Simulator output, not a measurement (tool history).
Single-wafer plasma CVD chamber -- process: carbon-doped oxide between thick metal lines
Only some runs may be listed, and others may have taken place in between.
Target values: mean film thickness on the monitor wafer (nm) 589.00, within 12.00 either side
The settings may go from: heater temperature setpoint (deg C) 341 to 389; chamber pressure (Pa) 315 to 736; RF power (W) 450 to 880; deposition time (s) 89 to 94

run	hour	heater temperature setpoint (deg C)	chamber pressure (Pa)	RF power (W)	deposition time (s)	mean film thickness on the monitor wafer (nm)
1	0.0	365	525	665	94	467.47
2	6.7	365	525	665	94	466.90
3	15.1	365	525	625	94	441.10
4	15.6	365	493	625	94	437.57
5	21.4	375	493	625	94	428.80
6	24.9	373	533	660	94	456.88
7	31.2	372	568	685	94	478.91
8	36.0	371	597	705	94	496.17
9	43.8	370	623	720	94	510.65
10	49.4	369	644	735	94	521.67
11	55.0	368	660	750	94	530.95
12	58.6	368	672	765	94	544.64
# hour 59.6: RF generator calibrated
13	59.6	361	736	820	94	612.28
14	66.4	362	731	820	94	611.44

Exercise: of the 4 proposed moves below, exactly one satisfies all targets within the stated allowed misses. Which move is it?
A	73.2	369	693	845	91	?
B	73.2	364	736	880	94	?
C	73.2	350	735	865	93	?
D	73.2	357	736	840	94	?

move	mean film thickness on the monitor wafer (nm)
A	588.55
B	637.11
C	640.83
D	624.81
A: each result inside its tolerance
B: misses by more than the last run did
C: misses by more than the last run did
D: misses by more than the last run did
A is the move that brings every result within its allowed miss.
